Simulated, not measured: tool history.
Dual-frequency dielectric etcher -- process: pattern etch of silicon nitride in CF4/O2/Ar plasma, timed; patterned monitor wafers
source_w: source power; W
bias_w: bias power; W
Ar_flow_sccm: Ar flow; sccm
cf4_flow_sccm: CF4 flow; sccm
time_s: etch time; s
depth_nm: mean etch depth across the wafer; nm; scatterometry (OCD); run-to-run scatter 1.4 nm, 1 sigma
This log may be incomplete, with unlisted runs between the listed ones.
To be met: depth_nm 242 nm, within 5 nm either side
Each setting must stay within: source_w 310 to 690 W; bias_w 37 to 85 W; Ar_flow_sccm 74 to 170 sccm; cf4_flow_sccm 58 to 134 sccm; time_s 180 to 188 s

run 1 hour=0 | source_w=500 bias_w=61 Ar_flow_sccm=122 cf4_flow_sccm=96 time_s=180 | depth_nm=362.4
run 2 hour=1.6 | source_w=500 bias_w=67 Ar_flow_sccm=122 cf4_flow_sccm=96 time_s=180 | depth_nm=382.29
run 3 hour=5.3 | source_w=440 bias_w=62 Ar_flow_sccm=124 cf4_flow_sccm=95 time_s=180 | depth_nm=333.9
run 4 hour=9.6 | source_w=440 bias_w=53 Ar_flow_sccm=124 cf4_flow_sccm=95 time_s=180 | depth_nm=304.21
run 5 hour=12.6 | source_w=380 bias_w=53 Ar_flow_sccm=124 cf4_flow_sccm=95 time_s=180 | depth_nm=277.72
run 6 hour=17.9 | source_w=380 bias_w=53 Ar_flow_sccm=124 cf4_flow_sccm=95 time_s=188 | depth_nm=285.6
run 7 hour=24.1 | source_w=360 bias_w=52 Ar_flow_sccm=125 cf4_flow_sccm=95 time_s=188 | depth_nm=272.75
run 8 hour=25.6 | source_w=350 bias_w=51 Ar_flow_sccm=125 cf4_flow_sccm=95 time_s=188 | depth_nm=262.66
run 9 hour=34.3 | source_w=340 bias_w=51 Ar_flow_sccm=125 cf4_flow_sccm=95 time_s=188 | depth_nm=260.31
run 10 hour=42.8 | source_w=310 bias_w=47 Ar_flow_sccm=127 cf4_flow_sccm=94 time_s=188 | depth_nm=231.17

Exercise: of the 4 proposed moves below, exactly one satisfies all targets within the stated allowed misses. Which move is it?
run A hour=51.3 | source_w=350 bias_w=46 Ar_flow_sccm=123 cf4_flow_sccm=78 time_s=180.5 | depth_nm=?
run B hour=51.3 | source_w=400 bias_w=41 Ar_flow_sccm=120 cf4_flow_sccm=84 time_s=188 | depth_nm=?
run C hour=51.3 | source_w=320 bias_w=49 Ar_flow_sccm=87 cf4_flow_sccm=85 time_s=184.5 | depth_nm=?
run D hour=51.3 | source_w=310 bias_w=48 Ar_flow_sccm=103 cf4_flow_sccm=98 time_s=183 | depth_nm=?

move=A depth_nm=234.93
move=B depth_nm=252.2
move=C depth_nm=256.99
move=D depth_nm=240.36
A: nearer the targets than the last run, but a result is still out of spec
B: the result that was furthest off in the last run now lies on the other side of its target
C: the result that was furthest off in the last run now lies on the other side of its target
D: all results in spec
The right move is D.
